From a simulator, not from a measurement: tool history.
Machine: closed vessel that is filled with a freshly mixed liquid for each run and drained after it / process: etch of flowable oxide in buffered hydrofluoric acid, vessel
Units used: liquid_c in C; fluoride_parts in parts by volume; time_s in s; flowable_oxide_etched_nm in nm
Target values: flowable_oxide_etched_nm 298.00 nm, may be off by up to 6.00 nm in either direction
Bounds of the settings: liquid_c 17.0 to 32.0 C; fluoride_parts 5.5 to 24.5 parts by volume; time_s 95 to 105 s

Run 1, day 0.000: liquid_c 24.0 C, fluoride_parts 15.0 parts by volume, time_s 95 s. Result: flowable_oxide_etched_nm 225.08 nm.
Run 2, day 0.317: liquid_c 25.5 C, fluoride_parts 15.0 parts by volume, time_s 95 s. Result: flowable_oxide_etched_nm 243.97 nm.
Run 3, day 0.350: liquid_c 22.5 C, fluoride_parts 15.0 parts by volume, time_s 95 s. Result: flowable_oxide_etched_nm 206.07 nm.
Run 4, day 0.608: liquid_c 24.5 C, fluoride_parts 15.0 parts by volume, time_s 95 s. Result: flowable_oxide_etched_nm 231.18 nm.
Run 5, day 0.942: liquid_c 24.5 C, fluoride_parts 13.0 parts by volume, time_s 95 s. Result: flowable_oxide_etched_nm 267.43 nm.
Run 6, day 1.129: liquid_c 25.0 C, fluoride_parts 13.0 parts by volume, time_s 95 s. Result: flowable_oxide_etched_nm 274.92 nm.
Run 7, day 1.183: liquid_c 25.5 C, fluoride_parts 13.0 parts by volume, time_s 95 s. Result: flowable_oxide_etched_nm 280.93 nm.
Run 8, day 1.442: liquid_c 26.0 C, fluoride_parts 13.0 parts by volume, time_s 95 s. Result: flowable_oxide_etched_nm 290.62 nm.

Below are 4 possible settings for the next run. Only one of them brings all results inside the allowed miss of their targets. Which is it?
Run A, day 1.700: liquid_c 24.5 C, fluoride_parts 12.5 parts by volume, time_s 95 s. Result: flowable_oxide_etched_nm ?.
Run B, day 1.700: liquid_c 27.0 C, fluoride_parts 14.0 parts by volume, time_s 100 s. Result: flowable_oxide_etched_nm ?.
Run C, day 1.700: liquid_c 26.0 C, fluoride_parts 14.5 parts by volume, time_s 105 s. Result: flowable_oxide_etched_nm ?.
Run D, day 1.700: liquid_c 24.5 C, fluoride_parts 13.5 parts by volume, time_s 100 s. Result: flowable_oxide_etched_nm ?.

move  flowable_oxide_etched_nm
   A                    275.88
   B                    297.38
   C                    285.87
   D                    269.26
A: misses by more than the last run did
B: all results land within tolerance of their targets
C: misses by more than the last run did
D: misses by more than the last run did
B meets every target.

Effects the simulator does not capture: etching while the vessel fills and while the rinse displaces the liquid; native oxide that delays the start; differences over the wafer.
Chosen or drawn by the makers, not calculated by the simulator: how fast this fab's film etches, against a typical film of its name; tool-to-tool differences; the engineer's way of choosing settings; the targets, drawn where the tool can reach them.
